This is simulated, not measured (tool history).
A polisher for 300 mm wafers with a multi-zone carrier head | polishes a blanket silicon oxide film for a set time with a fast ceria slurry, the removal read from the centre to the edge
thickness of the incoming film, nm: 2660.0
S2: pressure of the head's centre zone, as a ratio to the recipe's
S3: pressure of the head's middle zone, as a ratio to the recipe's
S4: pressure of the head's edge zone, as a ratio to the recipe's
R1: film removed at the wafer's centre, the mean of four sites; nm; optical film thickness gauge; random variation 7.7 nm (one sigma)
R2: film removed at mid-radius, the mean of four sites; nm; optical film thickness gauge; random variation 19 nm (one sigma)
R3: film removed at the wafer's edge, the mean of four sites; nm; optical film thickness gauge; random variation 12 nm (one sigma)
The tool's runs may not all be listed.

Run 1, hour 0.0: flow of slurry (ml/min) 315, S2 1.00, S3 1.00, S4 1.00, polishing time (s) 57. Result: R1 906.26 nm, R2 874.98 nm, R3 861.67 nm.
Run 2, hour 3.1: flow of slurry (ml/min) 240, S2 1.00, S3 1.00, S4 1.00, polishing time (s) 57. Result: R1 889.84 nm, R2 840.57 nm, R3 852.23 nm.
Run 3, hour 8.1: flow of slurry (ml/min) 245, S2 0.99, S3 1.02, S4 1.02, polishing time (s) 60. Result: R1 928.74 nm, R2 919.43 nm, R3 894.96 nm.
Run 4, hour 15.2: flow of slurry (ml/min) 295, S2 0.99, S3 1.02, S4 1.02, polishing time (s) 60. Result: R1 933.23 nm, R2 948.39 nm, R3 923.31 nm.
Run 5, hour 15.9: flow of slurry (ml/min) 305, S2 0.99, S3 1.03, S4 1.05, polishing time (s) 62. Result: R1 969.30 nm, R2 974.71 nm, R3 957.21 nm.
Run 6, hour 24.4: flow of slurry (ml/min) 345, S2 0.99, S3 1.03, S4 1.05, polishing time (s) 62. Result: R1 974.97 nm, R2 972.08 nm, R3 974.83 nm.
Run 7, hour 25.6: flow of slurry (ml/min) 350, S2 0.98, S3 1.05, S4 1.06, polishing time (s) 64. Result: R1 1001.20 nm, R2 1061.50 nm, R3 1003.70 nm.
Run 8, hour 33.9: flow of slurry (ml/min) 355, S2 0.97, S3 1.05, S4 1.08, polishing time (s) 66. Result: R1 1032.10 nm, R2 1080.80 nm, R3 1035.90 nm.
Run 9, hour 40.0: flow of slurry (ml/min) 360, S2 0.95, S3 1.05, S4 1.10, polishing time (s) 68. Result: R1 1036.20 nm, R2 1095.80 nm, R3 1061.50 nm.
Run 10, hour 41.9: flow of slurry (ml/min) 370, S2 0.94, S3 1.06, S4 1.11, polishing time (s) 70. Result: R1 1052.10 nm, R2 1146.60 nm, R3 1117.80 nm.
Run 11, hour 46.7: flow of slurry (ml/min) 375, S2 0.94, S3 1.07, S4 1.12, polishing time (s) 71. Result: R1 1063.00 nm, R2 1223.60 nm, R3 1143.60 nm.

Forecast run 12:
Run 12, hour 51.8: flow of slurry (ml/min) 385, S2 0.93, S3 1.05, S4 1.19, polishing time (s) 75. Result: R1 ?, R2 ?, R3 ?.

R1: 1125.00 nm
R2: 1269.70 nm
R3: 1244.20 nm
